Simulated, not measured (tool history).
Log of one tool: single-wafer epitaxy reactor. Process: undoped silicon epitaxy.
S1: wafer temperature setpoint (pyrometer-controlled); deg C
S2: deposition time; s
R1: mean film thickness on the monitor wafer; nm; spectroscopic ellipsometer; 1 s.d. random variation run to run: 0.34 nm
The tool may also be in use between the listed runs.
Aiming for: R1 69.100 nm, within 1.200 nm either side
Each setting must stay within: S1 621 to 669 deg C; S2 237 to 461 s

Run 1, hour 0.0: S1 645 deg C, S2 349 s. Result: R1 48.890 nm.
Run 2, hour 9.0: S1 645 deg C, S2 377 s. Result: R1 52.757 nm.
Run 3, hour 16.5: S1 648 deg C, S2 377 s. Result: R1 57.155 nm.
Run 4, hour 18.0: S1 650 deg C, S2 377 s. Result: R1 58.810 nm.
Run 5, hour 24.3: S1 652 deg C, S2 377 s. Result: R1 62.901 nm.
Run 6, hour 28.0: S1 653 deg C, S2 377 s. Result: R1 63.827 nm.
Run 7, hour 32.2: S1 654 deg C, S2 377 s. Result: R1 65.580 nm.
Run 8, hour 33.0: S1 655 deg C, S2 377 s. Result: R1 67.150 nm.

Which single option among these 4 for the next run brings every result within its allowed miss of target? Just one does.
Run A, hour 33.8: S1 651 deg C, S2 414 s. Result: R1 ?.
Run B, hour 33.8: S1 653 deg C, S2 405 s. Result: R1 ?.
Run C, hour 33.8: S1 658 deg C, S2 337 s. Result: R1 ?.
Run D, hour 33.8: S1 657 deg C, S2 357 s. Result: R1 ?.

move      R1
   A  66.201
   B  68.039
   C  63.983
   D  66.150
A: moves away from the targets compared with the last run
B: in spec on every target
C: moves away from the targets compared with the last run
D: moves away from the targets compared with the last run
Move B is the one to make.

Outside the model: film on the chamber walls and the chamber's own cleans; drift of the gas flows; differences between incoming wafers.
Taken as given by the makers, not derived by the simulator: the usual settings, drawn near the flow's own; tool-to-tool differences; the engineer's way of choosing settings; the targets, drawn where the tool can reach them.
